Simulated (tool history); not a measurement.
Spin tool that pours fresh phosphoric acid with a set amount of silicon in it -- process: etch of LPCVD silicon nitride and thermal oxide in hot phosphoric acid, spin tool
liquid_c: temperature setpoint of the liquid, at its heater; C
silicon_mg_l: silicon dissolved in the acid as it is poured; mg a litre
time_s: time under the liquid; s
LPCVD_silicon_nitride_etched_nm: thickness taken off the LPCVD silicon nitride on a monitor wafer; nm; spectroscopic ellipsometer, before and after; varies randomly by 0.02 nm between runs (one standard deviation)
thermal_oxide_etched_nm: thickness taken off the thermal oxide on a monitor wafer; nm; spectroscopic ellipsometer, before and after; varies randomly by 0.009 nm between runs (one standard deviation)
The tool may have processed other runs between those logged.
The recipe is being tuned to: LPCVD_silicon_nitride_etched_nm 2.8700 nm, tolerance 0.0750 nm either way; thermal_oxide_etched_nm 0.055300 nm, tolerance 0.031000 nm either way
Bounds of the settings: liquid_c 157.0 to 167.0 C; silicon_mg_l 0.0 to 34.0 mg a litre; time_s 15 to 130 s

run   hour  liquid_c  silicon_mg_l  time_s  LPCVD_silicon_nitride_etched_nm  thermal_oxide_etched_nm
  1    0.0     162.0          15.0      65                           5.9731                 0.142480
  2    4.0     161.5          15.5      60                           5.3808                 0.100670
  3    9.6     161.0          13.5      55                           4.8650                 0.130420
  4   10.6     161.0          18.5      55                           4.8105                 0.093502
  5   11.4     160.5          18.5      50                           4.3106                 0.094355
  6   20.0     160.5          18.5      70                           6.0193                 0.134340
  7   27.7     160.0          19.5      65                           5.5741                 0.139550
  8   34.3     160.0          20.5      60                           5.0732                 0.080973
  9   38.5     159.5          20.0      55                           4.5775                 0.066854
 10   45.3     159.5          17.5      50                           4.1813                 0.099979
 11   49.1     159.0          18.5      45                           3.6581                 0.070814
 12   57.8     158.5          18.5      45                           3.6457                 0.079206
 13   64.7     158.5          19.0      45                           3.6325                 0.085475
 14   70.5     158.5          19.5      45                           3.6473                 0.076534
 15   75.0     158.5          20.0      45                           3.6371                 0.093972
 16   79.2     158.5          22.0      45                           3.6471                 0.077319
 17   87.0     158.5          22.5      45                           3.6495                 0.075835
 18   95.9     158.5          23.0      45                           3.5994                 0.048317
 19   98.8     158.5          22.5      45                           3.6358                 0.065183
 20  100.3     157.5          22.5      40                           3.0942                 0.043155
 21  105.9     157.5          13.0      35                           2.7228                 0.051782
 22  109.5     158.0          14.0      35                           2.7854                 0.054444

Exercise: of the 4 proposed moves below, exactly one satisfies all targets within the stated allowed misses. Which move is it?
  A  113.1     157.5           7.0      35                                ?                        ?
  B  113.1     157.0          19.5      35                                ?                        ?
  C  113.1     159.0          18.0      35                                ?                        ?
  D  113.1     157.0          14.5      35                                ?                        ?

move  LPCVD_silicon_nitride_etched_nm  thermal_oxide_etched_nm
   A                           2.7538                 0.068434
   B                           2.7074                 0.048749
   C                           2.8973                 0.059006
   D                           2.7074                 0.055615
A: lands further from the targets than the last run did
B: lands further from the targets than the last run did
C: hits every target within its allowed miss
D: lands further from the targets than the last run did
The right move is C.
